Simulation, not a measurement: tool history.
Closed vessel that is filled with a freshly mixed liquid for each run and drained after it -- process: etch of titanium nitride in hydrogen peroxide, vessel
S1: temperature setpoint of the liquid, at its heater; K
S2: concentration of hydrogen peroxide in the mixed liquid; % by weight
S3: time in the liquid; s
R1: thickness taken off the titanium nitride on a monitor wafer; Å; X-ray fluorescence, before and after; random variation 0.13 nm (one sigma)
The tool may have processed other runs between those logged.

run  hour      S1  S2   S3      R1
  1     0  321.15  20  460   121.7
  2   0.9  324.65  20  460  157.33
  3   6.5  324.65  20  490  167.26
  4     9  327.15  20  490  199.97
  5  10.4  330.65  20  490  254.59
  6  15.1  328.15  20  490  214.72

Estimate the outcome of run 7 from the log above:
  7  24.1  329.15  20  490   ?

Run 7 measured R1 228.41 Å.
